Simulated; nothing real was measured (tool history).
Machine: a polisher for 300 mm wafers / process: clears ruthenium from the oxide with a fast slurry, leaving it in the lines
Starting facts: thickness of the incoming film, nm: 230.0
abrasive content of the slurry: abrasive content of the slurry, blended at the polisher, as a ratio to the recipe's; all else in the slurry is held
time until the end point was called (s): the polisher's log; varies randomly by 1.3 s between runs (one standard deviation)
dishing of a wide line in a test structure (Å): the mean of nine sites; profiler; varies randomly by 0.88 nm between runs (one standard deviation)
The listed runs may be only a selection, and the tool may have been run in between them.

run  hour  flow of slurry (ml/min)  pressure of the wafer on the pad (kPa)  speed of the pad under the wafer (cm/s)  abrasive content of the slurry  overpolish time after the end point (s)  time until the end point was called (s)  dishing of a wide line in a test structure (Å)
  1   0.0                      130                                    15.9                                       88                            1.00                                       28                                   62.925                                          387.08
  2   4.5                      130                                    12.4                                       88                            1.00                                       28                                   81.158                                          345.33
  3   9.5                      130                                    12.4                                       88                            1.00                                       36                                   80.637                                          383.71
  4  18.3                      125                                    11.0                                       88                            1.00                                       38                                   90.622                                          381.94
  5  20.0                      125                                    11.0                                       80                            1.00                                       38                                   97.480                                          369.71
  6  25.4                      125                                    11.0                                       80                            1.15                                       38                                   95.844                                          365.29
  7  29.6                      120                                    10.3                                       80                            1.15                                       39                                  102.510                                          369.05
  8  30.2                      115                                    10.3                                       80                            1.15                                       39                                  102.630                                          361.06

Estimate the outcome of run 9 from the log above:
  9  34.0                      110                                    10.3                                       80                            1.15                                       40                                        ?                                               ?

{"run 9": {"time until the end point was called (s)": 104.69, "dishing of a wide line in a test structure (Å)": 351.02}}

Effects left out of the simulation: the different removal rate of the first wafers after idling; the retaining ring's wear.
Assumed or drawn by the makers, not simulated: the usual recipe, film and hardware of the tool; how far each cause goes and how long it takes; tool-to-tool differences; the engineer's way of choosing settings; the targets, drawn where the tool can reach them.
